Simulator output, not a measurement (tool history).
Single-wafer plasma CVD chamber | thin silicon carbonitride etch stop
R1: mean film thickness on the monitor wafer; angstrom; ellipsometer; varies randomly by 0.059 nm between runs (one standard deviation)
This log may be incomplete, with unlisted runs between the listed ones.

Run 1, hour 0: RF power (W) 245, deposition time (s) 21.8. Result: R1 135.62 angstrom.
Run 2, hour 3.5: RF power (W) 255, deposition time (s) 22.4. Result: R1 141.93 angstrom.
Run 3, hour 9.6: RF power (W) 265, deposition time (s) 22.8. Result: R1 146.62 angstrom.
Run 4, hour 15.1: RF power (W) 270, deposition time (s) 23.2. Result: R1 150.1 angstrom.
Run 5, hour 22.6: RF power (W) 275, deposition time (s) 23.6. Result: R1 154.99 angstrom.
Run 6, hour 24: RF power (W) 275, deposition time (s) 25.4. Result: R1 164.9 angstrom.
Run 7, hour 32: RF power (W) 280, deposition time (s) 25.5. Result: R1 167.49 angstrom.
Run 8, hour 32.9: RF power (W) 285, deposition time (s) 25.5. Result: R1 168.71 angstrom.

Run 9 comes next. What will it give?
Run 9, hour 33.8: RF power (W) 290, deposition time (s) 25.5. Result: R1 ?.

R1: 168.84 angstrom
